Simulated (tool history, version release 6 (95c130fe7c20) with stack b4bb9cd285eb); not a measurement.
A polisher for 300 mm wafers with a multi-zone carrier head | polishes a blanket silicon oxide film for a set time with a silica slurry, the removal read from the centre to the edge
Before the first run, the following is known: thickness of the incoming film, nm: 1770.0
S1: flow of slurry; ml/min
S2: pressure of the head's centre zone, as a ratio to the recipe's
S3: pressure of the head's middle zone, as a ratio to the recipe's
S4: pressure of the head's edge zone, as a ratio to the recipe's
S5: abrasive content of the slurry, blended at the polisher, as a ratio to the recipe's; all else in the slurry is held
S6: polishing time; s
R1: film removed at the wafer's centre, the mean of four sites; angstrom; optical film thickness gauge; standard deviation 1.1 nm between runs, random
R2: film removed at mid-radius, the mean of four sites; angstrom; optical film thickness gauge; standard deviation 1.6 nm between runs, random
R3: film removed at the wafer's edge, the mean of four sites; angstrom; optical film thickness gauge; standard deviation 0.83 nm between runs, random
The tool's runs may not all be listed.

| run | hour | S1 | S2 | S3 | S4 | S5 | S6 | R1 | R2 | R3 |
|---|---|---|---|---|---|---|---|---|---|---|
| 1 | 0 | 215 | 1 | 1 | 1 | 1 | 41 | 1075.2 | 1075 | 1055.8 |
| 2 | 5.7 | 215 | 1 | 0.96 | 1 | 1 | 41 | 1083.8 | 1024.5 | 1066.8 |
| 3 | 12.4 | 215 | 1 | 0.96 | 1 | 1 | 35 | 928.85 | 868.62 | 907.86 |
| 4 | 17.9 | 230 | 1.04 | 1 | 1.03 | 1.05 | 35 | 991.46 | 931.55 | 935.81 |
| 5 | 27 | 240 | 1.07 | 1.02 | 1.05 | 1.15 | 35 | 1064.2 | 983.74 | 989.56 |
| 6 | 32.2 | 260 | 1.07 | 1.02 | 1.05 | 1.15 | 35 | 1061.1 | 993.51 | 990.82 |
| 7 | 39.3 | 260 | 1.09 | 1.04 | 1.06 | 1.2 | 35 | 1120.9 | 1022.3 | 1004.4 |
| 8 | 46.5 | 260 | 1.1 | 1.06 | 1.08 | 1.25 | 35 | 1125.1 | 1063.4 | 1035.5 |
| 9 | 52.5 | 265 | 1.12 | 1.08 | 1.09 | 1.3 | 35 | 1179.5 | 1095.4 | 1053.2 |
| 10 | 57.7 | 270 | 1.13 | 1.09 | 1.1 | 1.35 | 35 | 1206.2 | 1103.5 | 1089.9 |
| 11 | 60.4 | 275 | 1.14 | 1.11 | 1.1 | 1.35 | 35 | 1219 | 1121.1 | 1065.7 |
| 12 | 65.1 | 280 | 1.15 | 1.12 | 1.11 | 1.35 | 35 | 1214.9 | 1140.5 | 1064.4 |

Forecast run 13:
| 13 | 67.1 | 280 | 1.16 | 1.12 | 1.11 | 1.35 | 35 | ? | ? | ? |

{"run 13": {"R1": 1239.1, "R2": 1144.9, "R3": 1093.7}}

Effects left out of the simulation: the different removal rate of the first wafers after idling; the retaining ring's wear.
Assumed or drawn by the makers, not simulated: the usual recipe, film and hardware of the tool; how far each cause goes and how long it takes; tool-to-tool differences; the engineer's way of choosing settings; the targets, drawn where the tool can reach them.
